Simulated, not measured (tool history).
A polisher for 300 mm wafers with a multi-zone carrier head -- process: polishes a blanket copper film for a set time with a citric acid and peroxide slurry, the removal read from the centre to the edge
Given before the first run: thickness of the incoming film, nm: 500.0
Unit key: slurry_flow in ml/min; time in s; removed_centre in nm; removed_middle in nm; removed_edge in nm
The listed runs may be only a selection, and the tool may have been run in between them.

run 1 day=0 | slurry_flow=315 centre_zone=1 middle_zone=1 edge_zone=1 slurry_solids=1 time=67 | removed_centre=169.06 removed_middle=170.27 removed_edge=163.34
run 2 day=0.1 | slurry_flow=370 centre_zone=1 middle_zone=1 edge_zone=1 slurry_solids=1 time=67 | removed_centre=173.25 removed_middle=171.82 removed_edge=163.61
run 3 day=0.35 | slurry_flow=370 centre_zone=1 middle_zone=1 edge_zone=1 slurry_solids=0.9 time=67 | removed_centre=167.54 removed_middle=163.02 removed_edge=159.65
run 4 day=0.5 | slurry_flow=370 centre_zone=1 middle_zone=1 edge_zone=1 slurry_solids=0.9 time=80 | removed_centre=197.24 removed_middle=199.82 removed_edge=190.09
run 5 day=0.796 | slurry_flow=370 centre_zone=0.98 middle_zone=0.99 edge_zone=0.99 slurry_solids=0.85 time=77 | removed_centre=185.51 removed_middle=182.03 removed_edge=178.2
run 6 day=1.117 | slurry_flow=330 centre_zone=0.98 middle_zone=0.99 edge_zone=0.99 slurry_solids=0.85 time=77 | removed_centre=181.43 removed_middle=186.08 removed_edge=176.45
run 7 day=1.225 | slurry_flow=330 centre_zone=0.96 middle_zone=0.98 edge_zone=0.99 slurry_solids=0.8 time=75 | removed_centre=167.96 removed_middle=173.87 removed_edge=167.49
run 8 day=1.562 | slurry_flow=330 centre_zone=0.95 middle_zone=0.97 edge_zone=0.98 slurry_solids=0.75 time=73 | removed_centre=157.02 removed_middle=165.75 removed_edge=160.44
run 9 day=1.679 | slurry_flow=300 centre_zone=0.92 middle_zone=0.87 edge_zone=0.89 slurry_solids=0.5 time=55 | removed_centre=95.95 removed_middle=93.852 removed_edge=95.81
run 10 day=2.012 | slurry_flow=305 centre_zone=0.92 middle_zone=0.87 edge_zone=0.91 slurry_solids=0.5 time=55 | removed_centre=96.222 removed_middle=92.788 removed_edge=98.206

Expected results for the next run?
run 11 day=2.217 | slurry_flow=310 centre_zone=0.92 middle_zone=0.88 edge_zone=0.92 slurry_solids=0.5 time=55 | removed_centre=? removed_middle=? removed_edge=?

{"run 11": {"removed_centre": 97.94, "removed_middle": 96.922, "removed_edge": 97.866}}
